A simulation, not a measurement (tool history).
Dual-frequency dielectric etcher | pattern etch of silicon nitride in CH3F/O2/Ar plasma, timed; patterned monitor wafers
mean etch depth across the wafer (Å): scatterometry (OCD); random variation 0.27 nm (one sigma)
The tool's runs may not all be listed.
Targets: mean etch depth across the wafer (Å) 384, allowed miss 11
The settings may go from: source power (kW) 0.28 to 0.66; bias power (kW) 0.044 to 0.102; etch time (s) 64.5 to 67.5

| run | day | source power (kW) | bias power (kW) | etch time (s) | mean etch depth across the wafer (Å) |
|---|---|---|---|---|---|
| 1 | 0 | 0.47 | 0.073 | 64.5 | 479.79 |
| 2 | 0.304 | 0.54 | 0.073 | 64.5 | 519.32 |
| 3 | 0.654 | 0.54 | 0.066 | 64.5 | 498.73 |
| 4 | 1 | 0.47 | 0.066 | 64.5 | 458.66 |
| 5 | 1.071 | 0.47 | 0.073 | 64.5 | 483.13 |
| 6 | 1.112 | 0.51 | 0.073 | 64.5 | 505.45 |
| 7 | 1.454 | 0.46 | 0.071 | 64.5 | 471.93 |
| 8 | 1.55 | 0.46 | 0.071 | 64.5 | 468.13 |
| 9 | 1.667 | 0.42 | 0.07 | 64.5 | 439.79 |
| 10 | 1.721 | 0.4 | 0.069 | 64.5 | 424.23 |
| 11 | 1.75 | 0.38 | 0.069 | 64.5 | 409.9 |
| 12 | 1.825 | 0.32 | 0.067 | 64.5 | 355.84 |
| 13 | 1.946 | 0.37 | 0.068 | 64.5 | 397.3 |

5 next moves are on the table. One of them brings every result within its allowed miss. Which?
| A | 2.067 | 0.34 | 0.074 | 67.5 | ? |
| B | 2.067 | 0.31 | 0.076 | 67.5 | ? |
| C | 2.067 | 0.36 | 0.066 | 67.5 | ? |
| D | 2.067 | 0.34 | 0.073 | 67.5 | ? |
| E | 2.067 | 0.4 | 0.06 | 65.5 | ? |

| move | mean etch depth across the wafer (Å) |
|---|---|
| A | 399.42 |
| B | 374.71 |
| C | 396.77 |
| D | 397.03 |
| E | 398.37 |
A: further off than the last run
B: meets every target
C: as far off as the last run
D: as far off as the last run
E: further off than the last run
Answer: B
